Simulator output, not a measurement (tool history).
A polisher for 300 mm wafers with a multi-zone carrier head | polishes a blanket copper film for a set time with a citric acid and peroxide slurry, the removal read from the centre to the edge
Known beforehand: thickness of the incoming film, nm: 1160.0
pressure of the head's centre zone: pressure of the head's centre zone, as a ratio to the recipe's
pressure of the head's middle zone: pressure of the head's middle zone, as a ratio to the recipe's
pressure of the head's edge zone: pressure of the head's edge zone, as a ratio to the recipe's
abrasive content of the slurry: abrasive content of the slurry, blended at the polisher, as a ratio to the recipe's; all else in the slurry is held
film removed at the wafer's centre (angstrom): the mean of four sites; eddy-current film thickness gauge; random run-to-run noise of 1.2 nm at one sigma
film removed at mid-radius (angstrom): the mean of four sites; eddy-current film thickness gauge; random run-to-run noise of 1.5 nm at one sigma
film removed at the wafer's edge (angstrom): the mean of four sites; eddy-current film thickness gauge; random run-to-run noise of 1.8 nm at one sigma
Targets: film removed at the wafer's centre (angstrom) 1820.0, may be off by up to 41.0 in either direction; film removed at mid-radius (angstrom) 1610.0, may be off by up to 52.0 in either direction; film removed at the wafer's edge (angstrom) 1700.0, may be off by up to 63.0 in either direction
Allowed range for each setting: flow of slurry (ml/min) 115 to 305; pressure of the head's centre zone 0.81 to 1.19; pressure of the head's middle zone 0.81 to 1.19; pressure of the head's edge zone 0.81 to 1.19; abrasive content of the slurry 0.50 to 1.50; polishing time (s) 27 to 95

run,hour,flow of slurry (ml/min),pressure of the head's centre zone,pressure of the head's middle zone,pressure of the head's edge zone,abrasive content of the slurry,polishing time (s),film removed at the wafer's centre (angstrom),film removed at mid-radius (angstrom),film removed at the wafer's edge (angstrom)
1,0.0,195,1.00,1.00,1.00,1.00,61,1547.4,1576.9,1612.0
2,0.8,195,1.06,1.00,1.00,1.00,61,1648.1,1592.2,1608.3
3,5.6,195,1.06,1.00,1.00,0.85,61,1588.0,1520.6,1524.1
4,12.8,215,1.08,0.99,1.03,0.85,61,1655.1,1517.4,1553.0
5,21.7,215,1.08,0.99,1.11,0.85,61,1655.8,1502.9,1612.6
6,29.2,215,1.08,0.99,1.11,0.85,48,1294.9,1175.3,1272.4
7,33.5,265,1.16,1.06,1.19,1.10,54,1730.0,1543.8,1595.7
8,34.1,270,1.16,1.05,1.19,1.15,54,1725.9,1547.3,1623.2
9,35.8,275,1.17,1.05,1.19,1.20,54,1778.9,1570.4,1650.4
10,43.5,280,1.17,1.05,1.19,1.20,54,1776.5,1578.2,1640.6

Exercise: of the 4 proposed moves below, exactly one satisfies all targets within the stated allowed misses. Which move is it?
A,51.2,280,1.17,1.04,1.09,1.15,55,?,?,?
B,51.2,205,1.15,1.03,1.06,1.50,54,?,?,?
C,51.2,280,1.14,1.02,1.19,1.10,54,?,?,?
D,51.2,255,1.16,1.02,1.17,1.20,57,?,?,?

move,film removed at the wafer's centre (angstrom),film removed at mid-radius (angstrom),film removed at the wafer's edge (angstrom)
A,1783.4,1576.2,1581.5
B,1749.6,1567.8,1579.5
C,1688.4,1507.0,1608.6
D,1828.4,1605.3,1702.8
A: the furthest-off result lands on target, but another misses its tolerance
B: lands further from the targets than the last run did
C: lands further from the targets than the last run did
D: all results land within tolerance of their targets
The move that meets every target is D.
